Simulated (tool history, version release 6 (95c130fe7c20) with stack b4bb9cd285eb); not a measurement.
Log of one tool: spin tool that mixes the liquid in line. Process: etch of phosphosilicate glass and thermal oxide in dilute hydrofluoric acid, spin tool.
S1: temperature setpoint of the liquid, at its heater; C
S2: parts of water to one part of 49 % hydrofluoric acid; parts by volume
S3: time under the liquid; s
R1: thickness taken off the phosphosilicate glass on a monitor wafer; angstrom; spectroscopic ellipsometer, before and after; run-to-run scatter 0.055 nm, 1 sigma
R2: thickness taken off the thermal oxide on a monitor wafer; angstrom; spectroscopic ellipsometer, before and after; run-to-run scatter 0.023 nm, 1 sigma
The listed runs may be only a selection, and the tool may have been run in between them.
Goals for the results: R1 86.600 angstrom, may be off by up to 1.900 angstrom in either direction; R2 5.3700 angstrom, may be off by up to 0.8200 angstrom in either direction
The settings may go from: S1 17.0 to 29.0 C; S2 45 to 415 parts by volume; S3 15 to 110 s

| run | hour | S1 | S2 | S3 | R1 | R2 |
|---|---|---|---|---|---|---|
| 1 | 0.0 | 21.0 | 230 | 55 | 131.330 | 7.7875 |
| 2 | 4.5 | 21.0 | 230 | 45 | 107.560 | 6.3199 |
| 3 | 12.9 | 20.0 | 235 | 45 | 100.370 | 6.6311 |
| 4 | 13.6 | 22.5 | 235 | 45 | 109.860 | 6.7850 |
| 5 | 18.2 | 22.5 | 275 | 45 | 90.863 | 5.3382 |
| 6 | 22.2 | 22.5 | 355 | 45 | 65.232 | 4.3473 |
| 7 | 29.4 | 24.0 | 350 | 45 | 70.382 | 4.0201 |
| 8 | 34.9 | 24.0 | 340 | 45 | 73.098 | 4.7596 |
| 9 | 39.8 | 25.0 | 340 | 45 | 75.336 | 5.0555 |
| 10 | 41.7 | 25.5 | 335 | 45 | 77.462 | 5.0546 |
| 11 | 46.3 | 26.0 | 330 | 45 | 80.805 | 4.9105 |
| 12 | 50.2 | 26.5 | 330 | 45 | 82.304 | 4.9355 |

Next run, 4 choices. One meets every target within its allowed miss, the rest don't. Which?
| A | 54.1 | 27.5 | 375 | 55 | ? | ? |
| B | 54.1 | 28.5 | 325 | 45 | ? | ? |
| C | 54.1 | 27.5 | 315 | 45 | ? | ? |
| D | 54.1 | 26.5 | 280 | 35 | ? | ? |

| move | R1 | R2 |
|---|---|---|
| A | 87.916 | 5.2764 |
| B | 90.129 | 5.4092 |
| C | 90.944 | 5.4582 |
| D | 79.801 | 4.7894 |
A: hits every target within its allowed miss
B: the result that was furthest off in the last run now lies on the other side of its target
C: the result that was furthest off in the last run now lies on the other side of its target
D: the biggest miss grows against the last run
A is the move that brings every result within its allowed miss.
